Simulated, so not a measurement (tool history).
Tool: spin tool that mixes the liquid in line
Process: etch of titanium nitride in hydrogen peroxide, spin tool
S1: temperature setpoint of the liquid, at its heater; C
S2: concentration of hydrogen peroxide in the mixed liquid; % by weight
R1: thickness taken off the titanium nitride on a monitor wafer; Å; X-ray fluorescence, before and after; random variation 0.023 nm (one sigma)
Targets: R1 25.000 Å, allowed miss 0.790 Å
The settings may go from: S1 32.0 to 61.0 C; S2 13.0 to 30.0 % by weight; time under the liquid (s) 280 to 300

{"run": 1, "hour": 0.0, "S1": 45.0, "S2": 24.0, "time under the liquid (s)": 280, "R1": 67.265}
{"run": 2, "hour": 7.8, "S1": 45.0, "S2": 27.5, "time under the liquid (s)": 280, "R1": 69.222}
{"run": 3, "hour": 15.2, "S1": 45.0, "S2": 24.0, "time under the liquid (s)": 280, "R1": 68.545}
{"run": 4, "hour": 19.8, "S1": 41.5, "S2": 21.5, "time under the liquid (s)": 280, "R1": 51.769}
{"run": 5, "hour": 28.2, "S1": 41.5, "S2": 21.5, "time under the liquid (s)": 300, "R1": 54.078}
{"run": 6, "hour": 34.6, "S1": 41.5, "S2": 21.5, "time under the liquid (s)": 300, "R1": 53.759}
{"run": 7, "hour": 38.6, "S1": 39.0, "S2": 21.5, "time under the liquid (s)": 300, "R1": 44.556}
{"run": 8, "hour": 44.8, "S1": 37.0, "S2": 21.5, "time under the liquid (s)": 300, "R1": 38.568}
{"run": 9, "hour": 45.9, "S1": 35.5, "S2": 21.0, "time under the liquid (s)": 300, "R1": 34.504}
{"run": 10, "hour": 52.3, "S1": 34.5, "S2": 20.5, "time under the liquid (s)": 300, "R1": 31.638}
{"run": 11, "hour": 56.6, "S1": 34.0, "S2": 20.0, "time under the liquid (s)": 300, "R1": 30.23}

Which of these 5 next moves meets every target?
{"run": "A", "hour": 60.9, "S1": 33.0, "S2": 16.5, "time under the liquid (s)": 280, "R1": "?"}
{"run": "B", "hour": 60.9, "S1": 38.5, "S2": 18.0, "time under the liquid (s)": 300, "R1": "?"}
{"run": "C", "hour": 60.9, "S1": 37.0, "S2": 18.5, "time under the liquid (s)": 300, "R1": "?"}
{"run": "D", "hour": 60.9, "S1": 37.5, "S2": 20.5, "time under the liquid (s)": 280, "R1": "?"}
{"run": "E", "hour": 60.9, "S1": 35.0, "S2": 13.0, "time under the liquid (s)": 280, "R1": "?"}

move=A R1=24.388
move=B R1=41.114
move=C R1=36.786
move=D R1=36.497
move=E R1=27.217
A: meets every target
B: further off than the last run
C: further off than the last run
D: further off than the last run
E: nearer than the last run, and not there yet
Move A is the one to make.
